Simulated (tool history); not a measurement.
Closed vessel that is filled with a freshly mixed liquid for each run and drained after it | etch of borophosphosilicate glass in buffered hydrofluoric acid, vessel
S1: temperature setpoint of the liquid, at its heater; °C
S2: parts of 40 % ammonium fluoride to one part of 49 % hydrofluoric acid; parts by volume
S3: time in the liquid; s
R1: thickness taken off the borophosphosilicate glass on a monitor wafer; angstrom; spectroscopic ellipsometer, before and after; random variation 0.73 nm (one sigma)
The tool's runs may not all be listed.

run    day    S1    S2  S3      R1
  1  0.000  24.0  11.5  35  435.03
  2  0.083  24.0  13.5  35  375.67
  3  0.208  24.0  13.5  30  316.70
  4  0.325  25.5  12.5  30  373.50
  5  0.379  25.5  10.0  30  460.97
  6  0.575  27.5  10.0  30  511.23
  7  0.958  27.5  10.0  30  515.09

Run 8 comes next. What will it give?
  8  1.088  31.5  6.5  30   ?

{"run 8": {"R1": 960.53}}

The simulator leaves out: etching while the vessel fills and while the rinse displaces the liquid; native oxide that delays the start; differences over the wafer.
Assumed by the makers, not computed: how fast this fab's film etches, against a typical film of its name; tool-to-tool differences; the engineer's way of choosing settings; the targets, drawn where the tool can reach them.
